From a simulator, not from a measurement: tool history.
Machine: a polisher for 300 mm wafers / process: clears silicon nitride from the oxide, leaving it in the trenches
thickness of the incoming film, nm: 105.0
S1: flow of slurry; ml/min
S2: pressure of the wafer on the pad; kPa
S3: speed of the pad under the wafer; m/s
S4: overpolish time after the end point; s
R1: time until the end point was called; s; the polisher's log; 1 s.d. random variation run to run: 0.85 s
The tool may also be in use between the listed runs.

run,hour,S1,S2,S3,S4,R1
1,0.0,145,20.0,1.06,16,132.44
2,7.6,145,20.0,1.06,16,129.52
3,15.5,150,22.8,1.06,16,117.44
4,17.4,115,22.8,1.06,16,123.69
5,25.2,115,27.6,1.06,16,100.49
6,31.5,115,27.6,0.84,16,128.01

Estimate the outcome of run 7 from the log above:
7,37.5,130,29.0,0.90,16,?

{"run 7": {"R1": 109.94}}

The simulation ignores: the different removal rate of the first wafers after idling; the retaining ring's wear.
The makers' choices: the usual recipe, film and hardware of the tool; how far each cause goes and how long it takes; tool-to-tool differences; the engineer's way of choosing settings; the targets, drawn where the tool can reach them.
